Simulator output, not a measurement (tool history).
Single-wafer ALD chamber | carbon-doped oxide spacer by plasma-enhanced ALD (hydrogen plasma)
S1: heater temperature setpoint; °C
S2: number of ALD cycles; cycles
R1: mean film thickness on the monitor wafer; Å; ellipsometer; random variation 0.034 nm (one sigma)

run	hour	S1	S2	R1
1	0	380	269	130.85
2	9.3	380	235	115.09
3	14.5	380	209	102.64
4	21.3	380	183	89.276
5	25.5	389	183	89.414
6	33.3	400	183	89.2
7	35	400	211	102.83
8	36.3	400	230	112.4
9	37.8	400	244	119.65

The next listed run, before its measurement:
10	46.1	400	287	?

Run 10 gave R1 140.37 Å.
